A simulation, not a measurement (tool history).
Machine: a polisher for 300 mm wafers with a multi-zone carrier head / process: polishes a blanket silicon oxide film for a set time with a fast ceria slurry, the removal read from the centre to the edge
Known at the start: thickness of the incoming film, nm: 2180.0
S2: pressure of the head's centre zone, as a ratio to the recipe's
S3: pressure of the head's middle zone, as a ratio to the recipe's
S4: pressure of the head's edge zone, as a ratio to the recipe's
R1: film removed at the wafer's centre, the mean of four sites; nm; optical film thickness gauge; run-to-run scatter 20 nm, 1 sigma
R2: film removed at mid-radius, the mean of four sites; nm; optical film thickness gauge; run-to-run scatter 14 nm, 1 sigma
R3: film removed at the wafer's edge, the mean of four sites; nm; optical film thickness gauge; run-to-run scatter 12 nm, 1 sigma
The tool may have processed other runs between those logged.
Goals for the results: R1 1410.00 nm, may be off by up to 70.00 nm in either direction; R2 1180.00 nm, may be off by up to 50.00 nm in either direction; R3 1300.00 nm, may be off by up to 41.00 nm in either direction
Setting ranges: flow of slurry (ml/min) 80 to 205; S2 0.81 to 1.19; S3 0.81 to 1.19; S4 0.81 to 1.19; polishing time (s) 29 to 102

run 1 hour=0.0 | flow_of_slurry_(ml/min)=135 S2=1.00 S3=1.00 S4=1.00 polishing_time_(s)=65 | R1=944.95 R2=952.41 R3=914.89
run 2 hour=7.8 | flow_of_slurry_(ml/min)=135 S2=1.04 S3=1.00 S4=1.00 polishing_time_(s)=65 | R1=989.75 R2=944.19 R3=904.71
run 3 hour=13.4 | flow_of_slurry_(ml/min)=140 S2=1.05 S3=0.98 S4=1.03 polishing_time_(s)=68 | R1=1045.30 R2=976.67 R3=966.81
run 4 hour=18.2 | flow_of_slurry_(ml/min)=145 S2=1.06 S3=0.97 S4=1.06 polishing_time_(s)=71 | R1=1146.80 R2=1026.40 R3=1046.60
run 5 hour=24.9 | flow_of_slurry_(ml/min)=150 S2=1.06 S3=0.97 S4=1.09 polishing_time_(s)=72 | R1=1118.60 R2=1069.30 R3=1058.70
run 6 hour=27.0 | flow_of_slurry_(ml/min)=150 S2=1.07 S3=0.95 S4=1.10 polishing_time_(s)=74 | R1=1150.10 R2=1070.10 R3=1080.70
run 7 hour=34.2 | flow_of_slurry_(ml/min)=150 S2=1.08 S3=0.93 S4=1.11 polishing_time_(s)=77 | R1=1235.50 R2=1110.30 R3=1177.20
run 8 hour=41.7 | flow_of_slurry_(ml/min)=155 S2=1.09 S3=0.92 S4=1.12 polishing_time_(s)=78 | R1=1261.70 R2=1120.70 R3=1170.40
run 9 hour=48.0 | flow_of_slurry_(ml/min)=155 S2=1.10 S3=0.91 S4=1.13 polishing_time_(s)=79 | R1=1295.40 R2=1117.30 R3=1185.10
run 10 hour=51.9 | flow_of_slurry_(ml/min)=155 S2=1.10 S3=0.91 S4=1.13 polishing_time_(s)=79 | R1=1327.70 R2=1119.80 R3=1188.30
run 11 hour=57.7 | flow_of_slurry_(ml/min)=155 S2=1.10 S3=0.90 S4=1.14 polishing_time_(s)=80 | R1=1312.10 R2=1130.80 R3=1224.70

Pick the move, out of 5, that brings all results within their allowed miss; only one does.
run A hour=63.5 | flow_of_slurry_(ml/min)=185 S2=1.06 S3=0.81 S4=1.10 polishing_time_(s)=85 | R1=? R2=? R3=?
run B hour=63.5 | flow_of_slurry_(ml/min)=195 S2=1.15 S3=1.06 S4=1.06 polishing_time_(s)=78 | R1=? R2=? R3=?
run C hour=63.5 | flow_of_slurry_(ml/min)=165 S2=1.03 S3=0.89 S4=1.19 polishing_time_(s)=82 | R1=? R2=? R3=?
run D hour=63.5 | flow_of_slurry_(ml/min)=160 S2=0.93 S3=0.99 S4=1.19 polishing_time_(s)=89 | R1=? R2=? R3=?
run E hour=63.5 | flow_of_slurry_(ml/min)=185 S2=0.97 S3=1.11 S4=1.10 polishing_time_(s)=79 | R1=? R2=? R3=?

move=A R1=1366.70 R2=1164.20 R3=1314.40
move=B R1=1359.60 R2=1243.20 R3=1189.60
move=C R1=1258.60 R2=1155.50 R3=1298.30
move=D R1=1245.20 R2=1320.80 R3=1402.00
move=E R1=1179.40 R2=1283.00 R3=1218.50
A: all results land within tolerance of their targets
B: further off than the last run
C: the worst result of the last run now meets its target, but another is out of spec
D: moves the result that the last run missed by most past its target, out the other side
E: further off than the last run
The right move is A.

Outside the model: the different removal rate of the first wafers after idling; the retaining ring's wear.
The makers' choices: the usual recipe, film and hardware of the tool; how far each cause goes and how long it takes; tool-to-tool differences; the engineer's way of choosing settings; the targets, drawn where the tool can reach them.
